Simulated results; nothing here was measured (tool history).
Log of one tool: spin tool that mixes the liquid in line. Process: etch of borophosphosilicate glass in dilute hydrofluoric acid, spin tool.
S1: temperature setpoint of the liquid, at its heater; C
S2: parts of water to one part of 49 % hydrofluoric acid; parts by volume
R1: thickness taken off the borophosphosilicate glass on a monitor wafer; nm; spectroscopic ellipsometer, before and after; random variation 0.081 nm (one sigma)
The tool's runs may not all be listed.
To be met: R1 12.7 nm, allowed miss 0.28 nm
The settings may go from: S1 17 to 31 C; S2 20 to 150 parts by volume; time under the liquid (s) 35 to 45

Run 1, hour 0: S1 23 C, S2 85 parts by volume, time under the liquid (s) 45. Result: R1 22.739 nm.
Run 2, hour 8.8: S1 22 C, S2 90 parts by volume, time under the liquid (s) 45. Result: R1 20.401 nm.
Run 3, hour 12.7: S1 22 C, S2 80 parts by volume, time under the liquid (s) 45. Result: R1 23.502 nm.
Run 4, hour 19.9: S1 20.5 C, S2 80 parts by volume, time under the liquid (s) 45. Result: R1 22.083 nm.
Run 5, hour 20.6: S1 20.5 C, S2 80 parts by volume, time under the liquid (s) 35. Result: R1 17.235 nm.
Run 6, hour 21.5: S1 20.5 C, S2 80 parts by volume, time under the liquid (s) 45. Result: R1 21.891 nm.
Run 7, hour 28: S1 20.5 C, S2 80 parts by volume, time under the liquid (s) 45. Result: R1 22.02 nm.
Run 8, hour 35.1: S1 20 C, S2 85 parts by volume, time under the liquid (s) 45. Result: R1 20.228 nm.
Run 9, hour 40.9: S1 19.5 C, S2 90 parts by volume, time under the liquid (s) 45. Result: R1 18.419 nm.
Run 10, hour 48.3: S1 19 C, S2 95 parts by volume, time under the liquid (s) 45. Result: R1 17.263 nm.
Run 11, hour 53.5: S1 18.5 C, S2 100 parts by volume, time under the liquid (s) 45. Result: R1 15.856 nm.
Run 12, hour 61.7: S1 18 C, S2 105 parts by volume, time under the liquid (s) 45. Result: R1 14.591 nm.
Run 13, hour 69.4: S1 17.5 C, S2 110 parts by volume, time under the liquid (s) 45. Result: R1 13.885 nm.

5 next moves are on the table. One of them brings every result within its allowed miss. Which?
Run A, hour 77.1: S1 17 C, S2 95 parts by volume, time under the liquid (s) 35. Result: R1 ?.
Run B, hour 77.1: S1 17 C, S2 110 parts by volume, time under the liquid (s) 40. Result: R1 ?.
Run C, hour 77.1: S1 18 C, S2 100 parts by volume, time under the liquid (s) 45. Result: R1 ?.
Run D, hour 77.1: S1 19 C, S2 125 parts by volume, time under the liquid (s) 45. Result: R1 ?.
Run E, hour 77.1: S1 20 C, S2 110 parts by volume, time under the liquid (s) 45. Result: R1 ?.

move      R1
   A  12.354
   B  12.006
   C  15.655
   D  12.712
   E  15.292
A: takes the result that was furthest off past its target
B: takes the result that was furthest off past its target
C: further off than the last run
D: meets every target
E: further off than the last run
The right move is D.

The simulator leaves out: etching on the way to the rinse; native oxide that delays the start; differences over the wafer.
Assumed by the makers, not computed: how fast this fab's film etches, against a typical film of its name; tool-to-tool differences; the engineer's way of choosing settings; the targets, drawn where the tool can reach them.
